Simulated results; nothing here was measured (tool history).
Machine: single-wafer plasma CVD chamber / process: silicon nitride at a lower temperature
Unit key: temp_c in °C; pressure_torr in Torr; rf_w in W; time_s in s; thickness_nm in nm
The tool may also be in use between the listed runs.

run 1 hour=0 | temp_c=350 pressure_torr=1.2 rf_w=365 time_s=24.3 | thickness_nm=31.652
run 2 hour=6.9 | temp_c=350 pressure_torr=1.1 rf_w=360 time_s=24.3 | thickness_nm=30.581
run 3 hour=13.8 | temp_c=350 pressure_torr=1.02 rf_w=360 time_s=24.3 | thickness_nm=29.678
run 4 hour=17.4 | temp_c=350 pressure_torr=0.97 rf_w=360 time_s=24.3 | thickness_nm=28.98
run 5 hour=18.3 | temp_c=357 pressure_torr=0.97 rf_w=360 time_s=24.3 | thickness_nm=28.928
run 6 hour=20.3 | temp_c=357 pressure_torr=0.94 rf_w=360 time_s=24.3 | thickness_nm=28.415

Expected results for the next run?
run 7 hour=23.6 | temp_c=358 pressure_torr=0.93 rf_w=360 time_s=24.3 | thickness_nm=?

thickness_nm: 28.346 nm
